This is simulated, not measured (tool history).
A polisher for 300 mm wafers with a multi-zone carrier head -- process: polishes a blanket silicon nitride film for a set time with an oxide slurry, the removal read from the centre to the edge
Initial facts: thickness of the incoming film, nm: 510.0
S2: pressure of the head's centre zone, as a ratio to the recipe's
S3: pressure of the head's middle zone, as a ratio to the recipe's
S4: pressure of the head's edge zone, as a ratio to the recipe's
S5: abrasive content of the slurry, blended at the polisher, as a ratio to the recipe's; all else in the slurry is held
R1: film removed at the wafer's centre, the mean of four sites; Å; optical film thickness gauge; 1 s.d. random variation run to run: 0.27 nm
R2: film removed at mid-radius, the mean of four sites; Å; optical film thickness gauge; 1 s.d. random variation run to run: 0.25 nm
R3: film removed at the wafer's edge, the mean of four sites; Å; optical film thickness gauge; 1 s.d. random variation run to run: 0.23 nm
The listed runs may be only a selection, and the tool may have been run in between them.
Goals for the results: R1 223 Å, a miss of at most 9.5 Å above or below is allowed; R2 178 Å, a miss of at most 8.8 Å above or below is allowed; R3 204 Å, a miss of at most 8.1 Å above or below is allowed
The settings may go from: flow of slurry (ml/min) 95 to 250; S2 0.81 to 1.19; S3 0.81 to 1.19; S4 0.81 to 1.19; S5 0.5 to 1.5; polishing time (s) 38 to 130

run 1 hour=0 | flow_of_slurry_(ml/min)=160 S2=1 S3=1 S4=1 S5=1 polishing_time_(s)=84 | R1=334.19 R2=334.4 R3=333.54
run 2 hour=3.2 | flow_of_slurry_(ml/min)=155 S2=1.02 S3=0.95 S4=0.98 S5=0.85 polishing_time_(s)=78 | R1=294.13 R2=277.18 R3=292.26
run 3 hour=4.5 | flow_of_slurry_(ml/min)=155 S2=1.05 S3=0.92 S4=0.96 S5=0.75 polishing_time_(s)=73 | R1=274.02 R2=241.85 R3=252.69
run 4 hour=13 | flow_of_slurry_(ml/min)=145 S2=1.05 S3=0.89 S4=0.95 S5=0.65 polishing_time_(s)=71 | R1=242.84 R2=218.28 R3=234.83
run 5 hour=21.3 | flow_of_slurry_(ml/min)=145 S2=1.12 S3=0.89 S4=0.95 S5=0.65 polishing_time_(s)=71 | R1=262.85 R2=213.92 R3=239.38
run 6 hour=24 | flow_of_slurry_(ml/min)=175 S2=1.12 S3=0.89 S4=0.95 S5=0.65 polishing_time_(s)=71 | R1=277.85 R2=219.22 R3=242.11
run 7 hour=26.2 | flow_of_slurry_(ml/min)=165 S2=1.11 S3=0.87 S4=0.94 S5=0.6 polishing_time_(s)=70 | R1=260.26 R2=205.79 R3=225.22
run 8 hour=31 | flow_of_slurry_(ml/min)=155 S2=1.11 S3=0.85 S4=0.94 S5=0.55 polishing_time_(s)=70 | R1=240.79 R2=190.05 R3=222.05
run 9 hour=40 | flow_of_slurry_(ml/min)=150 S2=1.11 S3=0.84 S4=0.92 S5=0.55 polishing_time_(s)=70 | R1=242.07 R2=182.69 R3=214.91
run 10 hour=42.3 | flow_of_slurry_(ml/min)=145 S2=1.1 S3=0.84 S4=0.91 S5=0.55 polishing_time_(s)=70 | R1=241.85 R2=190.03 R3=215.64
run 11 hour=47.6 | flow_of_slurry_(ml/min)=145 S2=1.1 S3=0.84 S4=0.91 S5=0.55 polishing_time_(s)=70 | R1=246.09 R2=186.07 R3=213.07
run 12 hour=49.5 | flow_of_slurry_(ml/min)=120 S2=1.04 S3=0.83 S4=0.89 S5=0.5 polishing_time_(s)=70 | R1=207.3 R2=172.49 R3=197.18

Which of these 5 next moves meets every target?
run A hour=51.4 | flow_of_slurry_(ml/min)=135 S2=0.99 S3=0.82 S4=0.94 S5=0.5 polishing_time_(s)=69 | R1=? R2=? R3=?
run B hour=51.4 | flow_of_slurry_(ml/min)=95 S2=1 S3=0.92 S4=0.9 S5=0.6 polishing_time_(s)=70 | R1=? R2=? R3=?
run C hour=51.4 | flow_of_slurry_(ml/min)=155 S2=0.9 S3=0.87 S4=0.85 S5=0.55 polishing_time_(s)=65 | R1=? R2=? R3=?
run D hour=51.4 | flow_of_slurry_(ml/min)=100 S2=1.19 S3=0.9 S4=0.86 S5=0.75 polishing_time_(s)=60 | R1=? R2=? R3=?
run E hour=51.4 | flow_of_slurry_(ml/min)=130 S2=1.05 S3=0.82 S4=0.89 S5=0.5 polishing_time_(s)=72 | R1=? R2=? R3=?

move=A R1=197.4 R2=171.25 R3=202.87
move=B R1=192.35 R2=184.45 R3=201.09
move=C R1=181.43 R2=181.19 R3=193.38
move=D R1=218.48 R2=172 R3=186.17
move=E R1=216.27 R2=177.01 R3=205.1
A: its largest miss is bigger than the last run's
B: its largest miss is bigger than the last run's
C: its largest miss is bigger than the last run's
D: gets the furthest-off result to its target, but another result is out of tolerance
E: all results land within tolerance of their targets
The right move is E.
